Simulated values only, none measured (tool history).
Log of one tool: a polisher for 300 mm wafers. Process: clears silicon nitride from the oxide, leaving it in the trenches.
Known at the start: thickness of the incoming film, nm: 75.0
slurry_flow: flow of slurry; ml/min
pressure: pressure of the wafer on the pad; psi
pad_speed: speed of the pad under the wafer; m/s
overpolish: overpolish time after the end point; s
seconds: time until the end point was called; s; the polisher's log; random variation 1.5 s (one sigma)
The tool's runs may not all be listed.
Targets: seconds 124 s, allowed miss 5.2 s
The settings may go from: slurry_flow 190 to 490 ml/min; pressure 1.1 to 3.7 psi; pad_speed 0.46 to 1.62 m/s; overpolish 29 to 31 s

run,hour,slurry_flow,pressure,pad_speed,overpolish,seconds
1,0,315,2.4,1.04,29,77.34
2,8.9,275,2.4,1.04,29,78.271
3,13.5,275,2.4,1.26,29,64.182
4,18.8,275,2,1.26,29,78.334
5,25.4,275,2,1.06,29,92.453
6,28.5,275,2.3,1.06,29,79.644
7,31.3,275,2.2,1.06,29,82.603
8,33.1,275,1.6,1.02,29,115.37

4 next moves are on the table. One of them brings every result within its allowed miss. Which?
A,34.9,240,1.7,1,31,?
B,34.9,280,1.6,0.98,31,?
C,34.9,270,1.7,0.98,29,?
D,34.9,195,1.8,1.02,31,?

move,seconds
A,113.7
B,121.59
C,115.01
D,107.19
A: further off than the last run
B: meets every target
C: as far off as the last run
D: further off than the last run
Answer: B
